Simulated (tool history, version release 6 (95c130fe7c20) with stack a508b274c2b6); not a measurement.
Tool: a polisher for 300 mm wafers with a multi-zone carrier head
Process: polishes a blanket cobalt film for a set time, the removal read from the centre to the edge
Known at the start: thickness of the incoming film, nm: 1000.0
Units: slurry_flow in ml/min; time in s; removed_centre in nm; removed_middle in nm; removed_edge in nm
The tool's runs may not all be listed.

run  hour  slurry_flow  centre_zone  middle_zone  edge_zone  time  removed_centre  removed_middle  removed_edge
  1   0.0          165         1.00         1.00       1.00    64          336.16          332.83        319.12
  2   3.2          180         0.98         1.00       1.06    65          328.45          343.53        344.22
  3   8.2          180         0.98         1.00       1.06    54          277.19          286.85        283.71
  4  10.2          180         0.95         1.00       1.06    54          271.12          282.11        283.96
  5  17.9          180         0.91         1.00       1.06    54          252.61          284.79        282.55
  6  23.1          195         0.94         1.01       1.10    57          282.63          306.23        306.10
  7  27.4          200         0.95         1.01       1.12    60          303.69          323.95        327.68
  8  31.3          205         0.95         1.01       1.14    62          315.37          336.92        341.85
  9  34.4          210         0.95         1.00       1.16    63          315.82          344.26        351.17
 10  40.9          215         0.96         0.99       1.17    64          331.02          345.60        355.77

Run 11 comes next. What will it give?
 11  48.6          215         0.96         0.99       1.18    65               ?               ?             ?

Run 11 gave removed_centre 328.71 nm, removed_middle 347.86 nm, removed_edge 364.67 nm.
